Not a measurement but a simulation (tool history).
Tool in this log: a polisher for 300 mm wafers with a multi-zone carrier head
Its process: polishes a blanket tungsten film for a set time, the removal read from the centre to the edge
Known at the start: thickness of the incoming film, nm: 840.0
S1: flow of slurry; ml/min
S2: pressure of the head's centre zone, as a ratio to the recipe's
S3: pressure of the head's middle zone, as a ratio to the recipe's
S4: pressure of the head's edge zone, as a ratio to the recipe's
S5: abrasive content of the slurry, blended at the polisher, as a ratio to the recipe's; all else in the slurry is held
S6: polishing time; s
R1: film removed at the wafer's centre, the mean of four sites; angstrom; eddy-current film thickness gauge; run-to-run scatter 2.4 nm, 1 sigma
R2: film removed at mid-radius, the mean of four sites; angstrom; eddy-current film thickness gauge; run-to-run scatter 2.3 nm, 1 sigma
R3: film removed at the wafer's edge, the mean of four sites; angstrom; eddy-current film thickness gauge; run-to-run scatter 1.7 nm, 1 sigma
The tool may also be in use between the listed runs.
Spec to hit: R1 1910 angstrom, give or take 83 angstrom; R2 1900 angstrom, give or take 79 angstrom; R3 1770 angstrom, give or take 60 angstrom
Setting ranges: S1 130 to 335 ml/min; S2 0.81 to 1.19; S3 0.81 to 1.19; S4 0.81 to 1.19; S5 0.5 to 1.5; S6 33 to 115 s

{"run": 1, "hour": 0.0, "S1": 215, "S2": 1, "S3": 1, "S4": 1, "S5": 1, "S6": 73, "R1": 2550.9, "R2": 2620.4, "R3": 2635.6}
{"run": 2, "hour": 7.7, "S1": 260, "S2": 1, "S3": 1, "S4": 1, "S5": 1, "S6": 73, "R1": 2576, "R2": 2701.9, "R3": 2671}
{"run": 3, "hour": 16.0, "S1": 260, "S2": 1, "S3": 1, "S4": 0.91, "S5": 1, "S6": 73, "R1": 2628.1, "R2": 2711.6, "R3": 2540.5}
{"run": 4, "hour": 18.4, "S1": 260, "S2": 1, "S3": 1, "S4": 0.91, "S5": 0.85, "S6": 73, "R1": 2521.5, "R2": 2606.1, "R3": 2488.9}
{"run": 5, "hour": 21.1, "S1": 215, "S2": 1, "S3": 1, "S4": 0.91, "S5": 0.85, "S6": 73, "R1": 2428.9, "R2": 2493.4, "R3": 2384.8}
{"run": 6, "hour": 27.7, "S1": 215, "S2": 0.93, "S3": 1, "S4": 0.91, "S5": 0.85, "S6": 73, "R1": 2245.9, "R2": 2560.9, "R3": 2401.4}
{"run": 7, "hour": 35.2, "S1": 205, "S2": 0.96, "S3": 1, "S4": 0.88, "S5": 0.75, "S6": 69, "R1": 2123.2, "R2": 2310.6, "R3": 2112.1}
{"run": 8, "hour": 42.0, "S1": 190, "S2": 0.97, "S3": 0.98, "S4": 0.86, "S5": 0.65, "S6": 68, "R1": 2047.4, "R2": 2110.5, "R3": 2050.1}
{"run": 9, "hour": 47.8, "S1": 185, "S2": 0.98, "S3": 0.99, "S4": 0.84, "S5": 0.6, "S6": 66, "R1": 1993.6, "R2": 2064.7, "R3": 1883.6}
{"run": 10, "hour": 55.2, "S1": 175, "S2": 0.98, "S3": 0.98, "S4": 0.83, "S5": 0.55, "S6": 66, "R1": 1898.4, "R2": 1978.1, "R3": 1832.5}

Which single option among these 4 for the next run brings every result within its allowed miss of target? Just one does.
{"run": "A", "hour": 62.6, "S1": 135, "S2": 1.03, "S3": 0.98, "S4": 0.81, "S5": 0.6, "S6": 66, "R1": "?", "R2": "?", "R3": "?"}
{"run": "B", "hour": 62.6, "S1": 155, "S2": 1.04, "S3": 1.04, "S4": 0.83, "S5": 0.5, "S6": 69, "R1": "?", "R2": "?", "R3": "?"}
{"run": "C", "hour": 62.6, "S1": 195, "S2": 0.92, "S3": 1, "S4": 0.84, "S5": 0.5, "S6": 66, "R1": "?", "R2": "?", "R3": "?"}
{"run": "D", "hour": 62.6, "S1": 180, "S2": 0.93, "S3": 0.97, "S4": 0.88, "S5": 0.55, "S6": 67, "R1": "?", "R2": "?", "R3": "?"}

move=A R1=1897.2 R2=1880.4 R3=1754.1
move=B R1=2015 R2=2068.2 R3=1832.7
move=C R1=1801.6 R2=2012.8 R3=1827
move=D R1=1849 R2=1995.8 R3=1907.5
A: all results in spec
B: further off than the last run
C: brings the result that was furthest off to its target, and leaves another outside
D: further off than the last run
A is the move that brings every result within its allowed miss.

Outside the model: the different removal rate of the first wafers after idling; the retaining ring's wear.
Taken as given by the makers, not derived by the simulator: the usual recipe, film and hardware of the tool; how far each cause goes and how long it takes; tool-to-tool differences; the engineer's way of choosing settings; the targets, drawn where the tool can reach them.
